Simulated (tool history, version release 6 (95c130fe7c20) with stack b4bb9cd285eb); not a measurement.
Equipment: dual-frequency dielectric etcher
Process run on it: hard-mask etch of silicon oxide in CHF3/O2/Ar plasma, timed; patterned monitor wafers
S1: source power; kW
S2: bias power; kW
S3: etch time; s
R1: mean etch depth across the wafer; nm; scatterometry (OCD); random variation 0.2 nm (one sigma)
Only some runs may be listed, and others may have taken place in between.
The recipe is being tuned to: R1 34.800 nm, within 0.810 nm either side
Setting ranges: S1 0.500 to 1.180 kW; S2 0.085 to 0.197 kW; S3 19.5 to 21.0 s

Run 1, hour 0.0: S1 0.840 kW, S2 0.141 kW, S3 21.0 s. Result: R1 43.833 nm.
Run 2, hour 5.3: S1 0.840 kW, S2 0.141 kW, S3 21.0 s. Result: R1 43.440 nm.
Run 3, hour 12.9: S1 0.800 kW, S2 0.136 kW, S3 21.0 s. Result: R1 42.189 nm.
Run 4, hour 20.1: S1 0.760 kW, S2 0.132 kW, S3 21.0 s. Result: R1 40.761 nm.
Run 5, hour 28.5: S1 0.720 kW, S2 0.130 kW, S3 21.0 s. Result: R1 39.788 nm.
Run 6, hour 30.3: S1 0.720 kW, S2 0.130 kW, S3 21.0 s. Result: R1 40.180 nm.
Run 7, hour 32.9: S1 0.690 kW, S2 0.127 kW, S3 21.0 s. Result: R1 38.885 nm.
Run 8, hour 37.0: S1 0.660 kW, S2 0.126 kW, S3 21.0 s. Result: R1 38.501 nm.
Run 9, hour 37.8: S1 0.520 kW, S2 0.105 kW, S3 20.5 s. Result: R1 32.506 nm.
Run 10, hour 43.8: S1 0.540 kW, S2 0.106 kW, S3 20.5 s. Result: R1 33.228 nm.
Run 11, hour 49.3: S1 0.550 kW, S2 0.106 kW, S3 20.5 s. Result: R1 33.667 nm.
Run 12, hour 50.1: S1 0.560 kW, S2 0.106 kW, S3 20.5 s. Result: R1 33.982 nm.
Run 13, hour 57.4: S1 0.570 kW, S2 0.106 kW, S3 20.5 s. Result: R1 33.974 nm.

Exercise: of the 4 proposed moves below, exactly one satisfies all targets within the stated allowed misses. Which move is it?
Run A, hour 64.7: S1 0.520 kW, S2 0.087 kW, S3 21.0 s. Result: R1 ?.
Run B, hour 64.7: S1 0.500 kW, S2 0.108 kW, S3 21.0 s. Result: R1 ?.
Run C, hour 64.7: S1 0.650 kW, S2 0.107 kW, S3 20.0 s. Result: R1 ?.
Run D, hour 64.7: S1 0.510 kW, S2 0.116 kW, S3 20.5 s. Result: R1 ?.

move      R1
   A  31.958
   B  32.963
   C  34.790
   D  32.972
A: lands further from the targets than the last run did
B: lands further from the targets than the last run did
C: every result lands within tolerance
D: lands further from the targets than the last run did
C is the move that brings every result within its allowed miss.
